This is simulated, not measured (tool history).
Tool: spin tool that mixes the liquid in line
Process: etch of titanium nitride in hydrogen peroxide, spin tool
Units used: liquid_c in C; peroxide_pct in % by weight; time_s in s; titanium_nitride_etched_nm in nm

run 1 hour=0 | liquid_c=52 peroxide_pct=17.5 time_s=50 | titanium_nitride_etched_nm=2.8101
run 2 hour=7.2 | liquid_c=50.5 peroxide_pct=17.5 time_s=50 | titanium_nitride_etched_nm=2.5362
run 3 hour=15.7 | liquid_c=50.5 peroxide_pct=17.5 time_s=50 | titanium_nitride_etched_nm=2.5314
run 4 hour=17.2 | liquid_c=45 peroxide_pct=17.5 time_s=50 | titanium_nitride_etched_nm=1.6911
run 5 hour=26.1 | liquid_c=51 peroxide_pct=17.5 time_s=50 | titanium_nitride_etched_nm=2.6102
run 6 hour=33.5 | liquid_c=50 peroxide_pct=17.5 time_s=50 | titanium_nitride_etched_nm=2.4425
run 7 hour=36.5 | liquid_c=49 peroxide_pct=17.5 time_s=50 | titanium_nitride_etched_nm=2.2532

Predict the results of run 8:
run 8 hour=45.2 | liquid_c=45 peroxide_pct=17.5 time_s=50 | titanium_nitride_etched_nm=?

titanium_nitride_etched_nm: 1.6872 nm
